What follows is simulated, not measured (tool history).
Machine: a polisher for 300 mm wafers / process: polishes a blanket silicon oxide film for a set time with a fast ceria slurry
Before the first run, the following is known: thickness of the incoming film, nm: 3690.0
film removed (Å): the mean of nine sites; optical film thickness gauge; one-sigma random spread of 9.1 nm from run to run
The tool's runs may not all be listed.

| run | hour | flow of slurry (ml/min) | pressure of the wafer on the pad (kPa) | speed of the pad under the wafer (cm/s) | polishing time (s) | film removed (Å) |
|---|---|---|---|---|---|---|
| 1 | 0.0 | 240 | 11.7 | 118 | 102 | 12954.0 |
| 2 | 3.1 | 240 | 11.0 | 118 | 102 | 12154.0 |
| 3 | 6.4 | 240 | 11.0 | 130 | 102 | 13337.0 |
| 4 | 10.8 | 240 | 9.7 | 130 | 102 | 11936.0 |
| 5 | 17.7 | 240 | 11.0 | 130 | 102 | 13183.0 |
| 6 | 21.4 | 240 | 11.0 | 130 | 107 | 13812.0 |
| 7 | 27.9 | 240 | 9.7 | 128 | 107 | 12563.0 |
| 8 | 33.5 | 240 | 9.0 | 126 | 107 | 11508.0 |
| 9 | 35.0 | 240 | 8.3 | 126 | 107 | 10940.0 |

Predict the results of run 10:
| 10 | 39.8 | 240 | 5.5 | 120 | 107 | ? |

film removed (Å): 7802.2
